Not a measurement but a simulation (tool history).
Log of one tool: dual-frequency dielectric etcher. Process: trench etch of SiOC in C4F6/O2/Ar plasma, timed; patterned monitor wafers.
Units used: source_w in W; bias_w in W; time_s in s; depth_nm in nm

run 1 hour=0 | source_w=390 bias_w=145 time_s=28 | depth_nm=54.434
run 2 hour=1.7 | source_w=420 bias_w=146 time_s=28 | depth_nm=55.861
run 3 hour=6.6 | source_w=440 bias_w=147 time_s=28 | depth_nm=56.951
run 4 hour=12.6 | source_w=460 bias_w=148 time_s=28 | depth_nm=57.636
run 5 hour=14.6 | source_w=460 bias_w=136 time_s=28 | depth_nm=55.754
run 6 hour=23.2 | source_w=530 bias_w=136 time_s=28 | depth_nm=58.242
run 7 hour=31 | source_w=530 bias_w=140 time_s=28 | depth_nm=59.032
run 8 hour=33.6 | source_w=530 bias_w=143 time_s=28 | depth_nm=59.706

The next listed run, before its measurement:
run 9 hour=38.5 | source_w=530 bias_w=145 time_s=28 | depth_nm=?

Run 9 gave depth_nm 60.18 nm.

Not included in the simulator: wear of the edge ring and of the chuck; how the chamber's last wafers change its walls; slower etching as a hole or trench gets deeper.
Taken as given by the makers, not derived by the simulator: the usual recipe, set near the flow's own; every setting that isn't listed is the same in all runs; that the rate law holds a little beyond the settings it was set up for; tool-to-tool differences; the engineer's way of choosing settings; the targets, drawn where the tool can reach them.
